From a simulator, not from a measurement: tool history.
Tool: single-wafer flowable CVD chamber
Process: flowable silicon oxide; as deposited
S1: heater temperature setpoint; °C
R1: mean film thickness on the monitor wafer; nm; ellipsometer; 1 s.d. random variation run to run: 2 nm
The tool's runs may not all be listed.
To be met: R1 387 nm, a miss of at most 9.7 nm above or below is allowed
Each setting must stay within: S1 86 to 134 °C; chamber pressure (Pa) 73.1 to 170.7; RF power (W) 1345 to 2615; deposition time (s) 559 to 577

run 1 hour=0 | S1=110 chamber_pressure_(Pa)=121.9 RF_power_(W)=1980 deposition_time_(s)=559 | R1=278.86
run 2 hour=1.3 | S1=108 chamber_pressure_(Pa)=122 RF_power_(W)=1980 deposition_time_(s)=559 | R1=298.46
run 3 hour=3.7 | S1=98 chamber_pressure_(Pa)=122 RF_power_(W)=1980 deposition_time_(s)=559 | R1=437.91
run 4 hour=5.1 | S1=99 chamber_pressure_(Pa)=122 RF_power_(W)=1980 deposition_time_(s)=559 | R1=422.69
run 5 hour=5.9 | S1=109 chamber_pressure_(Pa)=122 RF_power_(W)=1980 deposition_time_(s)=559 | R1=290.32
run 6 hour=13.8 | S1=108 chamber_pressure_(Pa)=122 RF_power_(W)=1980 deposition_time_(s)=559 | R1=300.86
run 7 hour=16.1 | S1=108 chamber_pressure_(Pa)=122 RF_power_(W)=1980 deposition_time_(s)=559 | R1=298.95
run 8 hour=24.7 | S1=107 chamber_pressure_(Pa)=122 RF_power_(W)=1980 deposition_time_(s)=559 | R1=307.99
run 9 hour=31.1 | S1=106 chamber_pressure_(Pa)=122 RF_power_(W)=1980 deposition_time_(s)=559 | R1=322.38
run 10 hour=38.4 | S1=99 chamber_pressure_(Pa)=122.3 RF_power_(W)=1980 deposition_time_(s)=559 | R1=422.16
run 11 hour=43.8 | S1=100 chamber_pressure_(Pa)=122.3 RF_power_(W)=1980 deposition_time_(s)=559 | R1=406.69

Pick the move, out of 4, that brings all results within their allowed miss; only one does.
run A hour=49.2 | S1=97 chamber_pressure_(Pa)=105.3 RF_power_(W)=2170 deposition_time_(s)=569 | R1=?
run B hour=49.2 | S1=103 chamber_pressure_(Pa)=126.1 RF_power_(W)=2155 deposition_time_(s)=573 | R1=?
run C hour=49.2 | S1=102 chamber_pressure_(Pa)=119.9 RF_power_(W)=1830 deposition_time_(s)=559 | R1=?
run D hour=49.2 | S1=99 chamber_pressure_(Pa)=103.1 RF_power_(W)=2125 deposition_time_(s)=565 | R1=?

move=A R1=407.76
move=B R1=390.52
move=C R1=364.3
move=D R1=366.21
A: moves away from the targets compared with the last run
B: hits every target within its allowed miss
C: moves the result that the last run missed by most past its target, out the other side
D: moves the result that the last run missed by most past its target, out the other side
B meets every target.

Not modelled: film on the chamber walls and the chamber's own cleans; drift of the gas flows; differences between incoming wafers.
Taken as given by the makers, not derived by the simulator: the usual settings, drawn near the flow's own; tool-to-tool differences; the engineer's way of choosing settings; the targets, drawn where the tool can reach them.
